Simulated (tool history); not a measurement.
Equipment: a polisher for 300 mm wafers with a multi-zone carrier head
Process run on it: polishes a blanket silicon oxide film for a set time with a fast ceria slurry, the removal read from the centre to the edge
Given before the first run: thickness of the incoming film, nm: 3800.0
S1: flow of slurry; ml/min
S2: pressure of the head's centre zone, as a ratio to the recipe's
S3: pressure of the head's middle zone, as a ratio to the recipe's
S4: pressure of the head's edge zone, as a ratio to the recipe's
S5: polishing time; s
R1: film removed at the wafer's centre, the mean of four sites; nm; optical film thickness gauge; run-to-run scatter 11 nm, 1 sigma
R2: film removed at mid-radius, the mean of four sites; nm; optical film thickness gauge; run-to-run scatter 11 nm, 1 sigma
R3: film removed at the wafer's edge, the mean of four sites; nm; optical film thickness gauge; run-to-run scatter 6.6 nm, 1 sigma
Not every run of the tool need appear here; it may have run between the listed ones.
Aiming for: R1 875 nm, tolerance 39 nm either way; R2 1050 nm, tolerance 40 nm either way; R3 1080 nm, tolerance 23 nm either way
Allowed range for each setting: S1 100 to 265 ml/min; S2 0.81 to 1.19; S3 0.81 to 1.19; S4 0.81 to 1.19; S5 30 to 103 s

run 1 hour=0 | S1=170 S2=1 S3=1 S4=1 S5=66 | R1=829.53 R2=850.43 R3=848.52
run 2 hour=6.2 | S1=155 S2=1 S3=1 S4=1 S5=66 | R1=853.48 R2=820.29 R3=846.34
run 3 hour=8.8 | S1=165 S2=0.99 S3=1 S4=1.02 S5=67 | R1=852.96 R2=845.32 R3=864.5
run 4 hour=13 | S1=125 S2=0.99 S3=1 S4=1.02 S5=67 | R1=791.93 R2=797.38 R3=835.12
run 5 hour=19.9 | S1=125 S2=1.04 S3=1 S4=1.02 S5=67 | R1=827.28 R2=805.22 R3=835.16
run 6 hour=22.4 | S1=125 S2=1.04 S3=1.09 S4=1.02 S5=67 | R1=814.14 R2=883.38 R3=834.14
run 7 hour=28.5 | S1=135 S2=1.02 S3=1.09 S4=1.04 S5=68 | R1=858.59 R2=889.31 R3=860.47
run 8 hour=34 | S1=130 S2=0.99 S3=1.09 S4=1.04 S5=70 | R1=829.08 R2=919.87 R3=889.98
-- hour=37.7 edge zone pressure recalibrated
run 9 hour=37.7 | S1=140 S2=0.97 S3=1.09 S4=1.06 S5=70 | R1=825.71 R2=918.35 R3=933.32
run 10 hour=43.3 | S1=150 S2=0.96 S3=1.1 S4=1.07 S5=70 | R1=810.8 R2=937.29 R3=946.52
run 11 hour=46.3 | S1=200 S2=0.99 S3=1.13 S4=1.17 S5=72 | R1=943.35 R2=1033.7 R3=1049
run 12 hour=53 | S1=200 S2=0.98 S3=1.13 S4=1.17 S5=72 | R1=929.26 R2=1041.2 R3=1049.9
run 13 hour=57.8 | S1=200 S2=0.97 S3=1.13 S4=1.17 S5=72 | R1=909.79 R2=1053.6 R3=1044.4
run 14 hour=65.1 | S1=200 S2=0.96 S3=1.13 S4=1.17 S5=72 | R1=916.48 R2=1039 R3=1040.4
run 15 hour=72.2 | S1=200 S2=0.95 S3=1.13 S4=1.17 S5=72 | R1=905.48 R2=1037.9 R3=1047.7
run 16 hour=79.2 | S1=200 S2=0.94 S3=1.13 S4=1.17 S5=72 | R1=898.57 R2=1039.7 R3=1029
run 17 hour=85.5 | S1=190 S2=0.94 S3=1.13 S4=1.17 S5=73 | R1=889.87 R2=1041.3 R3=1052.4

Next run, 5 choices. One meets every target within its allowed miss, the rest don't. Which?
run A hour=91.8 | S1=195 S2=0.91 S3=1.12 S4=1.19 S5=74 | R1=? R2=? R3=?
run B hour=91.8 | S1=170 S2=0.96 S3=1.19 S4=1.18 S5=72 | R1=? R2=? R3=?
run C hour=91.8 | S1=175 S2=0.98 S3=1.1 S4=1.05 S5=74 | R1=? R2=? R3=?
run D hour=91.8 | S1=205 S2=1 S3=1.16 S4=1.17 S5=71 | R1=? R2=? R3=?
run E hour=91.8 | S1=190 S2=0.95 S3=1.17 S4=1.17 S5=72 | R1=? R2=? R3=?

move=A R1=877.54 R2=1064.2 R3=1080.9
move=B R1=880.48 R2=1068 R3=1030.3
move=C R1=928.23 R2=1030.7 R3=1007
move=D R1=933.53 R2=1059.4 R3=1033.4
move=E R1=888.2 R2=1070.9 R3=1039.5
A: hits every target within its allowed miss
B: lands further from the targets than the last run did
C: lands further from the targets than the last run did
D: lands further from the targets than the last run did
E: lands further from the targets than the last run did
A meets every target.

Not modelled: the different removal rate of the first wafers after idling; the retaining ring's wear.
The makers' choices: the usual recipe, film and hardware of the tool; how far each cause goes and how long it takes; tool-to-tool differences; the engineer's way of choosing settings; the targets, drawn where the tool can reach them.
